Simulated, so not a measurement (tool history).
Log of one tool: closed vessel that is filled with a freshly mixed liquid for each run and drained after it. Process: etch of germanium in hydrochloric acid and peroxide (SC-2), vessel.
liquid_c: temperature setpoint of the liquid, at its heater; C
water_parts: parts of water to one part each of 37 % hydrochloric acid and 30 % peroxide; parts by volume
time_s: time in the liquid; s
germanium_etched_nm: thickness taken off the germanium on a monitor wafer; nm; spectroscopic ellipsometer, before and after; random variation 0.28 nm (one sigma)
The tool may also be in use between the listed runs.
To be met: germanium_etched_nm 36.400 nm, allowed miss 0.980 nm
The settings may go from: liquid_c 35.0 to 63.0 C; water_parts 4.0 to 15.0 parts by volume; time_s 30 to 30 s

{"run": 1, "hour": 0.0, "liquid_c": 47.0, "water_parts": 8.5, "time_s": 30, "germanium_etched_nm": 55.003}
{"run": 2, "hour": 7.8, "liquid_c": 47.0, "water_parts": 8.5, "time_s": 30, "germanium_etched_nm": 54.825}
{"run": 3, "hour": 9.9, "liquid_c": 45.0, "water_parts": 9.0, "time_s": 30, "germanium_etched_nm": 51.49}
{"run": 4, "hour": 16.1, "liquid_c": 43.5, "water_parts": 9.5, "time_s": 30, "germanium_etched_nm": 48.545}
{"run": 5, "hour": 24.8, "liquid_c": 43.5, "water_parts": 8.5, "time_s": 30, "germanium_etched_nm": 49.475}
{"run": 6, "hour": 31.6, "liquid_c": 38.0, "water_parts": 8.5, "time_s": 30, "germanium_etched_nm": 40.959}
{"run": 7, "hour": 39.9, "liquid_c": 37.5, "water_parts": 9.0, "time_s": 30, "germanium_etched_nm": 39.927}
{"run": 8, "hour": 46.9, "liquid_c": 37.0, "water_parts": 9.0, "time_s": 30, "germanium_etched_nm": 38.997}
{"run": 9, "hour": 47.6, "liquid_c": 36.5, "water_parts": 9.0, "time_s": 30, "germanium_etched_nm": 38.501}

Which of these 4 next moves meets every target?
{"run": "A", "hour": 48.3, "liquid_c": 35.0, "water_parts": 10.5, "time_s": 30, "germanium_etched_nm": "?"}
{"run": "B", "hour": 48.3, "liquid_c": 37.0, "water_parts": 9.5, "time_s": 30, "germanium_etched_nm": "?"}
{"run": "C", "hour": 48.3, "liquid_c": 37.5, "water_parts": 8.0, "time_s": 30, "germanium_etched_nm": "?"}
{"run": "D", "hour": 48.3, "liquid_c": 37.5, "water_parts": 9.5, "time_s": 30, "germanium_etched_nm": "?"}

move=A germanium_etched_nm=36.602
move=B germanium_etched_nm=39.528
move=C germanium_etched_nm=40.650
move=D germanium_etched_nm=40.215
A: meets every target
B: further off than the last run
C: further off than the last run
D: further off than the last run
Move A is the one to make.
